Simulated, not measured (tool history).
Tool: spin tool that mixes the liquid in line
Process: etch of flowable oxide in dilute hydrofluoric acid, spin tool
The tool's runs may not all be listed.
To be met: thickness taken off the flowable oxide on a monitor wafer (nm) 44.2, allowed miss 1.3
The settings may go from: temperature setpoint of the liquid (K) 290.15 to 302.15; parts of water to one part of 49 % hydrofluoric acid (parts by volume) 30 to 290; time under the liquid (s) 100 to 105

| run | hour | temperature setpoint of the liquid (K) | parts of water to one part of 49 % hydrofluoric acid (parts by volume) | time under the liquid (s) | thickness taken off the flowable oxide on a monitor wafer (nm) |
|---|---|---|---|---|---|
| 1 | 0 | 294.15 | 160 | 100 | 17.287 |
| 2 | 6.4 | 292.65 | 160 | 100 | 16.337 |
| 3 | 7.9 | 295.15 | 130 | 100 | 23.068 |
| 4 | 12.5 | 295.15 | 130 | 105 | 24.256 |
| 5 | 17 | 295.15 | 130 | 105 | 24.326 |
| 6 | 19.4 | 295.15 | 130 | 105 | 24.428 |
| 7 | 24.5 | 297.15 | 115 | 105 | 30.164 |
| 8 | 33.5 | 297.15 | 115 | 105 | 30.53 |
| 9 | 42.3 | 297.15 | 115 | 105 | 30.007 |
| 10 | 43 | 298.65 | 105 | 105 | 35.551 |
| 11 | 44.3 | 299.65 | 105 | 105 | 36.879 |
| 12 | 45.6 | 300.15 | 100 | 105 | 39.943 |
| 13 | 47.6 | 300.65 | 100 | 105 | 40.492 |

Which of these 5 next moves meets every target?
| A | 49.6 | 300.15 | 80 | 100 | ? |
| B | 49.6 | 296.65 | 85 | 105 | ? |
| C | 49.6 | 300.65 | 100 | 100 | ? |
| D | 49.6 | 301.65 | 90 | 105 | ? |
| E | 49.6 | 296.15 | 75 | 100 | ? |

| move | thickness taken off the flowable oxide on a monitor wafer (nm) |
|---|---|
| A | 49.351 |
| B | 42.168 |
| C | 39.184 |
| D | 48.152 |
| E | 45.162 |
A: takes the result that was furthest off past its target
B: nearer than the last run, and not there yet
C: further off than the last run
D: takes the result that was furthest off past its target
E: meets every target
Answer: E
